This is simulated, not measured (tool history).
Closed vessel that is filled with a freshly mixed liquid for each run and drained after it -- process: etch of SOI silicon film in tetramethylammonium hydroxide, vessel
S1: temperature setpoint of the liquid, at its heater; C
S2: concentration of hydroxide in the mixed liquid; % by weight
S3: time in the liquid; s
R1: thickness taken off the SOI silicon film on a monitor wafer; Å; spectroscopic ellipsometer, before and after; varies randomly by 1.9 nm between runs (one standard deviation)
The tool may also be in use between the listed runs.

run,hour,S1,S2,S3,R1
1,0.0,61.0,19.5,105,3354.0
2,3.6,61.0,19.5,110,3544.8
3,10.9,61.5,19.5,110,3610.4
4,18.5,62.0,19.5,110,3749.9
5,26.7,62.5,19.5,110,3890.6
6,33.0,62.5,19.5,110,3876.9
7,40.1,63.0,19.5,110,3993.2
8,44.0,63.5,19.5,110,4117.9

Forecast run 9:
9,46.0,67.0,19.5,110,?

Run 9 produced R1 5089.3 Å.

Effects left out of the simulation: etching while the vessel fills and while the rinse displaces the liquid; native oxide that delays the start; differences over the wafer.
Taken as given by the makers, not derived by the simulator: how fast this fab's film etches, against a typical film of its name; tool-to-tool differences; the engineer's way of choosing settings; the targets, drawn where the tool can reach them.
